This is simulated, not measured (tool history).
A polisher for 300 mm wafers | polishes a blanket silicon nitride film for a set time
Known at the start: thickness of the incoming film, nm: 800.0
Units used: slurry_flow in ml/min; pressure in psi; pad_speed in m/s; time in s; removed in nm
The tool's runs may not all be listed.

| run | hour | slurry_flow | pressure | pad_speed | time | removed |
|---|---|---|---|---|---|---|
| 1 | 0 | 150 | 4.1 | 1.1 | 16 | 37.621 |
| 2 | 4.3 | 150 | 4.1 | 1.1 | 16 | 37.888 |
| 3 | 12 | 120 | 4.1 | 1.1 | 16 | 36.204 |
| 4 | 17.1 | 115 | 3.6 | 1.1 | 16 | 31.604 |
| 5 | 20.3 | 110 | 3.3 | 1.1 | 16 | 29.026 |
| 6 | 25.4 | 90 | 3.3 | 1.1 | 16 | 27.285 |

Run 7, settings as shown, results not yet in. Your forecast:
| 7 | 30.5 | 90 | 3.1 | 1.1 | 16 | ? |

removed: 25.307 nm
